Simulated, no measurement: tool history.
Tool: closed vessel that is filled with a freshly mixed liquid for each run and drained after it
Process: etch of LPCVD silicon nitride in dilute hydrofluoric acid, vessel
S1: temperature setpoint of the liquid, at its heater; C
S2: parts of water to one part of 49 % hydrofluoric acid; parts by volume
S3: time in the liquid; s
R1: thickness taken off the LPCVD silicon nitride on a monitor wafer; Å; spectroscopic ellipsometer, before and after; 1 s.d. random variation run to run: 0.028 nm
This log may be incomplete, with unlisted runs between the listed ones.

run 1 day=0 | S1=25 S2=75 S3=475 | R1=31.557
run 2 day=0.092 | S1=25 S2=90 S3=475 | R1=26.674
run 3 day=0.162 | S1=27.5 S2=85 S3=475 | R1=32.822
run 4 day=0.304 | S1=29 S2=80 S3=475 | R1=38.693
run 5 day=0.462 | S1=29 S2=80 S3=475 | R1=38.596
run 6 day=0.621 | S1=29 S2=80 S3=475 | R1=38.591
run 7 day=0.825 | S1=30 S2=80 S3=475 | R1=41.526

Estimate the outcome of run 8 from the log above:
-- day=1.188 thermometer replaced
run 8 day=1.188 | S1=33 S2=75 S3=475 | R1=?

Run 8 yielded R1 61.656 Å.
